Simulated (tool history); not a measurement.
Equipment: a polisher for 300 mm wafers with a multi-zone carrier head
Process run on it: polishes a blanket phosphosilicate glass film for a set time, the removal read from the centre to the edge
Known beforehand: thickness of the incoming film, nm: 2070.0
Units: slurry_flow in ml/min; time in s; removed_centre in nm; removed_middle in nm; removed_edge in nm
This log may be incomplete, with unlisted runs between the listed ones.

{"run": 1, "day": 0.0, "slurry_flow": 315, "centre_zone": 1.0, "middle_zone": 1.0, "edge_zone": 1.0, "slurry_solids": 1.0, "time": 88, "removed_centre": 781.77, "removed_middle": 761.8, "removed_edge": 779.57}
{"run": 2, "day": 0.279, "slurry_flow": 315, "centre_zone": 0.99, "middle_zone": 0.98, "edge_zone": 0.97, "slurry_solids": 0.85, "time": 87, "removed_centre": 712.15, "removed_middle": 687.33, "removed_edge": 694.41}
{"run": 3, "day": 0.529, "slurry_flow": 315, "centre_zone": 0.99, "middle_zone": 0.98, "edge_zone": 0.93, "slurry_solids": 0.85, "time": 87, "removed_centre": 722.55, "removed_middle": 689.05, "removed_edge": 690.59}
{"run": 4, "day": 0.779, "slurry_flow": 315, "centre_zone": 0.97, "middle_zone": 0.96, "edge_zone": 0.92, "slurry_solids": 0.75, "time": 87, "removed_centre": 648.91, "removed_middle": 639.6, "removed_edge": 632.12}
{"run": 5, "day": 1.146, "slurry_flow": 315, "centre_zone": 0.96, "middle_zone": 0.93, "edge_zone": 0.91, "slurry_solids": 0.75, "time": 87, "removed_centre": 633.62, "removed_middle": 608.26, "removed_edge": 621.39}
{"run": 6, "day": 1.417, "slurry_flow": 315, "centre_zone": 0.95, "middle_zone": 0.92, "edge_zone": 0.89, "slurry_solids": 0.75, "time": 87, "removed_centre": 635.57, "removed_middle": 617.87, "removed_edge": 620.74}
{"run": 7, "day": 1.571, "slurry_flow": 315, "centre_zone": 0.94, "middle_zone": 0.9, "edge_zone": 0.88, "slurry_solids": 0.75, "time": 87, "removed_centre": 644.31, "removed_middle": 590.23, "removed_edge": 609.39}

Run 8, settings as shown, results not yet in. Your forecast:
{"run": 8, "day": 1.942, "slurry_flow": 315, "centre_zone": 0.94, "middle_zone": 0.9, "edge_zone": 0.88, "slurry_solids": 0.75, "time": 87, "removed_centre": "?", "removed_middle": "?", "removed_edge": "?"}

Run 8 measured removed_centre 620.26 nm, removed_middle 593.51 nm, removed_edge 615.41 nm.

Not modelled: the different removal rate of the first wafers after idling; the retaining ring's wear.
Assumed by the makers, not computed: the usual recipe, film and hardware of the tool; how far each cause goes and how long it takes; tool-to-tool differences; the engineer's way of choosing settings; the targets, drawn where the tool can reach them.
